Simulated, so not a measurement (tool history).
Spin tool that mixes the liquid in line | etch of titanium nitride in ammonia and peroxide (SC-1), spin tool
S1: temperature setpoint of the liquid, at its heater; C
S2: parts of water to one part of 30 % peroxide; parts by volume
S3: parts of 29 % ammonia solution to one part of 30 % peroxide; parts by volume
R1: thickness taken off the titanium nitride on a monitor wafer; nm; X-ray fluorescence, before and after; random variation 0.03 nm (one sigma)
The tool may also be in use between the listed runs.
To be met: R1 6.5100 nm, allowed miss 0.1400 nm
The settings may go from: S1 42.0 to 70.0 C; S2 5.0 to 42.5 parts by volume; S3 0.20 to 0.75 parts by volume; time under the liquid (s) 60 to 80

run 1 hour=0.0 | S1=58.0 S2=23.5 S3=0.45 time_under_the_liquid_(s)=80 | R1=3.2923
run 2 hour=2.2 | S1=61.0 S2=23.5 S3=0.45 time_under_the_liquid_(s)=80 | R1=3.9903
run 3 hour=5.5 | S1=63.0 S2=23.5 S3=0.45 time_under_the_liquid_(s)=80 | R1=4.5780
run 4 hour=12.4 | S1=66.0 S2=23.5 S3=0.45 time_under_the_liquid_(s)=80 | R1=5.4825
run 5 hour=17.2 | S1=66.0 S2=23.5 S3=0.35 time_under_the_liquid_(s)=80 | R1=5.3022
run 6 hour=19.4 | S1=66.0 S2=23.5 S3=0.35 time_under_the_liquid_(s)=80 | R1=5.2720
run 7 hour=21.7 | S1=67.0 S2=23.5 S3=0.35 time_under_the_liquid_(s)=80 | R1=5.6030
-- hour=26.7 heated supply line repaired
run 8 hour=26.7 | S1=67.5 S2=23.5 S3=0.35 time_under_the_liquid_(s)=80 | R1=7.0853

4 next moves are on the table. One of them brings every result within its allowed miss. Which?
run A hour=31.7 | S1=68.0 S2=26.0 S3=0.35 time_under_the_liquid_(s)=75 | R1=?
run B hour=31.7 | S1=68.0 S2=23.5 S3=0.30 time_under_the_liquid_(s)=70 | R1=?
run C hour=31.7 | S1=68.0 S2=23.5 S3=0.35 time_under_the_liquid_(s)=80 | R1=?
run D hour=31.7 | S1=70.0 S2=29.0 S3=0.25 time_under_the_liquid_(s)=80 | R1=?

move=A R1=6.4664
move=B R1=6.2060
move=C R1=7.3058
move=D R1=6.8737
A: meets every target
B: takes the result that was furthest off past its target
C: further off than the last run
D: nearer than the last run, and not there yet
Answer: A
